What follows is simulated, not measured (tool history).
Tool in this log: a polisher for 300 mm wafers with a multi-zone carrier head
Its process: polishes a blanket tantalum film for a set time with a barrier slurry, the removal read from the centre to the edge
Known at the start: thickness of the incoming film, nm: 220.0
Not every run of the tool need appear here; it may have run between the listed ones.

run    day  flow of slurry (ml/min)  pressure of the head's centre zone  pressure of the head's middle zone  pressure of the head's edge zone  abrasive content of the slurry  polishing time (s)  film removed at the wafer's centre (nm)  film removed at mid-radius (nm)  film removed at the wafer's edge (nm)
  1      0                      195                                   1                                   1                                 1                               1                  52                                   70.341                           71.096                                 69.463
  2  0.125                      155                                   1                                   1                                 1                               1                  52                                   66.523                           68.067                                 67.595
  3  0.404                      155                                   1                                   1                              0.95                               1                  52                                   67.134                           67.978                                 65.814
  4  0.583                      155                                   1                                   1                              0.95                               1                  41                                   51.861                           53.712                                 50.887
  5  0.667                      155                                   1                                   1                              0.87                               1                  41                                   52.547                           53.742                                  50.75
  6      1                      175                                   1                                   1                              0.91                            1.15                  47                                   65.558                           66.231                                  62.65

For run 7, what comes out?
  7  1.296                      190                                   1                                   1                              0.96                            1.25                  51                                        ?                                ?                                      ?

film removed at the wafer's centre (nm): 73.771
film removed at mid-radius (nm): 74.982
film removed at the wafer's edge (nm): 72.041

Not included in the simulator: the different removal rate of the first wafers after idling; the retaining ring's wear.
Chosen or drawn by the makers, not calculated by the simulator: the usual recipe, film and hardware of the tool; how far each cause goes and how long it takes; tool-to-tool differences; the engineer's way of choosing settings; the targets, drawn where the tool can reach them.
